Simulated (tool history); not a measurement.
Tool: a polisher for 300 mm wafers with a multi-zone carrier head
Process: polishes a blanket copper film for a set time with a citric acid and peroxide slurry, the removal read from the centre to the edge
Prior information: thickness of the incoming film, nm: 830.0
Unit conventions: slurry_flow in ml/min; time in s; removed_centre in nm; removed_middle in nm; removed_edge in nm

run	hour	slurry_flow	centre_zone	middle_zone	edge_zone	slurry_solids	time	removed_centre	removed_middle	removed_edge
1	0	305	1	1	1	1	48	124.35	124.81	131.89
2	0.8	305	1	0.95	1	1	48	123.56	121.34	132.3
3	9.1	305	1	0.95	0.98	0.9	47	119.93	118.91	125.34
4	9.8	305	1	0.95	0.98	0.9	57	146.53	140.54	150.5
5	15.5	305	1	0.95	0.94	0.9	57	145.53	139.91	146.7
6	20	305	1	0.95	0.98	0.9	57	147.6	141.05	150.11

Run 7 comes next. What will it give?
7	20.8	300	1	0.93	0.96	0.85	55	?	?	?

Run 7 came out at removed_centre 138.94 nm, removed_middle 134.73 nm, removed_edge 143.02 nm.
